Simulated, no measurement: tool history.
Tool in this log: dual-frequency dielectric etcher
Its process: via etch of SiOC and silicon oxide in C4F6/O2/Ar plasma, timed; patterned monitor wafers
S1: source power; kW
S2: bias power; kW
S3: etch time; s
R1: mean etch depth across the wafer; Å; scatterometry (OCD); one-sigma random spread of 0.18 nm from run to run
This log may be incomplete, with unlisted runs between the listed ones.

run	hour	S1	S2	S3	R1
1	0.0	0.320	0.176	30	318.24
2	1.0	0.330	0.178	30	323.91
3	9.5	0.340	0.179	30	327.62
4	12.5	0.350	0.180	30	327.50
5	15.6	0.350	0.153	30	309.90
6	18.9	0.300	0.153	30	296.52
7	22.3	0.320	0.158	30	307.52
8	28.8	0.340	0.163	30	316.61
9	30.3	0.350	0.165	30	318.16
10	31.8	0.360	0.169	30	322.65
11	38.5	0.370	0.173	30	328.15
12	46.3	0.380	0.176	30	335.39
13	48.9	0.390	0.177	30	337.74
14	55.3	0.400	0.178	30	343.77

What does the tool deliver on the next run?
15	58.2	0.400	0.179	30	?

{"run 15": {"R1": 342.73}}
